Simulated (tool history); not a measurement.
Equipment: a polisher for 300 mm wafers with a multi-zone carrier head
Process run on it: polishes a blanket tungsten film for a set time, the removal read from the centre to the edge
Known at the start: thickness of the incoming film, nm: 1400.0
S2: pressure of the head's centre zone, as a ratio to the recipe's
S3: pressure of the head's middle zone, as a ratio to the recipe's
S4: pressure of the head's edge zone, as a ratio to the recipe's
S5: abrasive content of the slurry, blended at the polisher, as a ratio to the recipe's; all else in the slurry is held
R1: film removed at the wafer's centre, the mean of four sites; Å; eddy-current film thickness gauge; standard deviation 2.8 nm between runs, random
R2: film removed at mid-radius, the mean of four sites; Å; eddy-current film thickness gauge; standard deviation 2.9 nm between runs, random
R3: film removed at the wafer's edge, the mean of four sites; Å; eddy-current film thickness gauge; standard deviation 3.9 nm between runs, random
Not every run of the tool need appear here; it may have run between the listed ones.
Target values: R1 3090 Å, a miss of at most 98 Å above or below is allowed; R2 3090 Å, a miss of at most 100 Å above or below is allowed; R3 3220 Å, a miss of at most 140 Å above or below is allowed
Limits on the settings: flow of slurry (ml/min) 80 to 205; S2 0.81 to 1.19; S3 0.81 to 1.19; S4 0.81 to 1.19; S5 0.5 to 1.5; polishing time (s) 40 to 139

run 1 hour=0 | flow_of_slurry_(ml/min)=135 S2=1 S3=1 S4=1 S5=1 polishing_time_(s)=89 | R1=3704.3 R2=3648.4 R3=3673.3
run 2 hour=4 | flow_of_slurry_(ml/min)=135 S2=1 S3=1 S4=1 S5=1 polishing_time_(s)=107 | R1=4427.5 R2=4369.4 R3=4480.5
run 3 hour=7.1 | flow_of_slurry_(ml/min)=135 S2=1 S3=1 S4=0.94 S5=1 polishing_time_(s)=107 | R1=4493.5 R2=4376.7 R3=4408.5
run 4 hour=11.7 | flow_of_slurry_(ml/min)=135 S2=1 S3=1 S4=0.94 S5=0.8 polishing_time_(s)=107 | R1=4177.9 R2=4128.7 R3=4150.2
run 5 hour=13.1 | flow_of_slurry_(ml/min)=135 S2=1 S3=1 S4=0.94 S5=0.8 polishing_time_(s)=121 | R1=4735.5 R2=4571.6 R3=4655.8
run 6 hour=13.8 | flow_of_slurry_(ml/min)=135 S2=1 S3=0.93 S4=0.94 S5=0.8 polishing_time_(s)=121 | R1=4727 R2=4331 R3=4721.5
run 7 hour=20.2 | flow_of_slurry_(ml/min)=130 S2=0.99 S3=0.93 S4=0.92 S5=0.75 polishing_time_(s)=116 | R1=4367.5 R2=4035.3 R3=4250.4
run 8 hour=27.5 | flow_of_slurry_(ml/min)=120 S2=0.96 S3=0.91 S4=0.91 S5=0.7 polishing_time_(s)=115 | R1=4011.3 R2=3825 R3=4073.3
run 9 hour=36.1 | flow_of_slurry_(ml/min)=105 S2=0.91 S3=0.87 S4=0.82 S5=0.5 polishing_time_(s)=102 | R1=2977.1 R2=2817.1 R3=3124.9
run 10 hour=39.4 | flow_of_slurry_(ml/min)=110 S2=0.91 S3=0.88 S4=0.82 S5=0.5 polishing_time_(s)=102 | R1=2993.7 R2=2856.2 R3=3105.8
run 11 hour=40.1 | flow_of_slurry_(ml/min)=115 S2=0.91 S3=0.89 S4=0.83 S5=0.5 polishing_time_(s)=102 | R1=3067 R2=2917.9 R3=3199.6

Exercise: of the 4 proposed moves below, exactly one satisfies all targets within the stated allowed misses. Which move is it?
run A hour=40.8 | flow_of_slurry_(ml/min)=115 S2=0.93 S3=0.94 S4=0.85 S5=0.6 polishing_time_(s)=97 | R1=? R2=? R3=?
run B hour=40.8 | flow_of_slurry_(ml/min)=130 S2=0.95 S3=1.08 S4=0.85 S5=0.55 polishing_time_(s)=91 | R1=? R2=? R3=?
run C hour=40.8 | flow_of_slurry_(ml/min)=130 S2=0.92 S3=0.85 S4=1.02 S5=0.5 polishing_time_(s)=94 | R1=? R2=? R3=?
run D hour=40.8 | flow_of_slurry_(ml/min)=90 S2=0.99 S3=0.81 S4=0.83 S5=0.65 polishing_time_(s)=97 | R1=? R2=? R3=?

move=A R1=3125.2 R2=3128.4 R3=3219.3
move=B R1=3013.1 R2=3311 R3=2995.7
move=C R1=2927.2 R2=2710 R3=3155
move=D R1=3085.8 R2=2622.1 R3=3119
A: every result lands within tolerance
B: pushes the last run's worst result past its target
C: further off than the last run
D: further off than the last run
Answer: A

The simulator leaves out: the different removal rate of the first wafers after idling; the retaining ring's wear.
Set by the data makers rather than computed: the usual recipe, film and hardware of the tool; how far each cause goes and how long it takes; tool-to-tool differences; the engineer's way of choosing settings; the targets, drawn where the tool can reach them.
